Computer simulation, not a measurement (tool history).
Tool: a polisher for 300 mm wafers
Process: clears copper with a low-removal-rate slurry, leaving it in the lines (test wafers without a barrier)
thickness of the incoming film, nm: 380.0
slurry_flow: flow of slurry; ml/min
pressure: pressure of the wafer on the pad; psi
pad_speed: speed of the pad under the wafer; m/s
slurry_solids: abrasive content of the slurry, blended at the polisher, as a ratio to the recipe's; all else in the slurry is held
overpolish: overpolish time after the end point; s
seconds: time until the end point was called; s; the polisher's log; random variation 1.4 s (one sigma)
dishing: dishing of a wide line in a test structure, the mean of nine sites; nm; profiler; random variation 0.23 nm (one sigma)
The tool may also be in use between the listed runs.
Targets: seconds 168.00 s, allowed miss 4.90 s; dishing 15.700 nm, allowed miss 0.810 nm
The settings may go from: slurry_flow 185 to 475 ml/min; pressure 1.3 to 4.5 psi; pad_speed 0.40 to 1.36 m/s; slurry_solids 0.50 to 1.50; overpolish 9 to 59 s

run    day  slurry_flow  pressure  pad_speed  slurry_solids  overpolish  seconds  dishing
  1  0.000          305       2.9       0.88           1.00          30   125.61   61.588
  2  0.171          310       2.5       0.92           1.00          24   138.16   46.883
  3  0.438          355       2.2       0.96           0.95          20   146.25   37.772
  4  0.558          355       2.2       0.88           0.95          20   157.94   34.540
  5  0.621          390       2.1       0.88           0.85          17   166.68   28.906
  6  0.825          390       2.1       1.02           0.85          17   143.84   32.683
  7  0.971          415       1.9       1.06           0.75          15   153.58   27.409
  8  1.267          475       1.3       1.24           0.50           9   184.95   14.119
  9  1.608          475       1.4       1.24           0.50           9   174.56   14.925

4 next moves are on the table. One of them brings every result within its allowed miss. Which?
  A  1.950          415       1.9       0.94           0.50           9        ?        ?
  B  1.950          475       1.6       1.12           0.50           9        ?        ?
  C  1.950          475       1.4       1.28           0.50           9        ?        ?
  D  1.950          470       1.5       1.12           0.50           9        ?        ?

move  seconds  dishing
   A   187.26   14.151
   B   178.34   14.772
   C   172.55   15.197
   D   187.15   14.095
A: further off than the last run
B: further off than the last run
C: meets every target
D: further off than the last run
Move C is the one to make.

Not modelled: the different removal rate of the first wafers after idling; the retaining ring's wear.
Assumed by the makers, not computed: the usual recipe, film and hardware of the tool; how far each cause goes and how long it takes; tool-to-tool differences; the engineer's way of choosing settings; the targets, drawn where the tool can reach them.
